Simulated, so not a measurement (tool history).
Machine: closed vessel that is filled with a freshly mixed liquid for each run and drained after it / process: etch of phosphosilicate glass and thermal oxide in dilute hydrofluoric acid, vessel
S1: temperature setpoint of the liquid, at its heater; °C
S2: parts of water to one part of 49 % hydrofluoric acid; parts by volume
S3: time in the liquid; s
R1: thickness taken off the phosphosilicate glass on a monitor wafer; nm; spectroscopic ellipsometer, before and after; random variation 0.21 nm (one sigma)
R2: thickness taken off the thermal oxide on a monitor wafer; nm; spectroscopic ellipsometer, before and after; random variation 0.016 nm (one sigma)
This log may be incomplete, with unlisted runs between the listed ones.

run	hour	S1	S2	S3	R1	R2
1	0.0	21.0	70	60	55.412	4.1239
2	3.4	21.0	70	70	65.627	4.8212
3	10.1	21.0	60	70	77.227	5.7203
4	12.4	21.0	50	70	92.659	6.9609
5	19.1	20.5	55	70	82.553	6.1106
6	27.1	20.5	60	70	75.354	5.5706
7	29.7	20.0	65	70	68.456	4.9911
8	38.6	20.0	70	70	63.194	4.6134
9	46.4	20.0	75	70	58.119	4.2655
10	54.6	20.0	75	70	57.668	4.2772
11	61.9	17.0	105	70	35.095	2.5783
12	64.6	17.0	115	70	31.946	2.3422
13	66.0	17.0	120	65	28.193	2.0745
14	71.1	17.0	125	65	26.566	1.9759

Run 15, settings as shown, results not yet in. Your forecast:
15	73.8	17.0	125	60	?	?

{"run 15": {"R1": 24.831, "R2": 1.8548}}

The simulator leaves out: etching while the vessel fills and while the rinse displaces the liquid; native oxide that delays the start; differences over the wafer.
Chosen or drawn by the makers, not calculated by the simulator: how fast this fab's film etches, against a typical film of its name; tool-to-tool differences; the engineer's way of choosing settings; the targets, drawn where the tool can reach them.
